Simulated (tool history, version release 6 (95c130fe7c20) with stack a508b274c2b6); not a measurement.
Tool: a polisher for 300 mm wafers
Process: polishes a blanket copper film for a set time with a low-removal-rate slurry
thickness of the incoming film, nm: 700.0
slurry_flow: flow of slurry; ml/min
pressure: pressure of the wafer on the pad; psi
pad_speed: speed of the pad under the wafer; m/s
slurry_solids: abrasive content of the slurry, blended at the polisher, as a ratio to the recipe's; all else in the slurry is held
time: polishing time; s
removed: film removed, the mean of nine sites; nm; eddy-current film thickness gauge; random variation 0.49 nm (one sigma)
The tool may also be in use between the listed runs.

run,hour,slurry_flow,pressure,pad_speed,slurry_solids,time,removed
1,0,195,2.2,1.08,1,50,109.15
2,2.5,195,2,1.04,1,50,97.327
3,9.5,230,2,1.04,1,50,97.009
4,10.6,185,2,1.04,1,50,96.484
5,17.5,185,2,0.78,1,50,76.834
6,23.2,185,1.8,0.78,1,50,69.398
7,23.9,185,1.7,0.78,1,50,66.679
8,32.7,185,1.6,0.78,1,50,62.418

The next listed run, before its measurement:
9,34.5,185,1.5,0.78,1,50,?

Run 9 gave removed 58.564 nm.
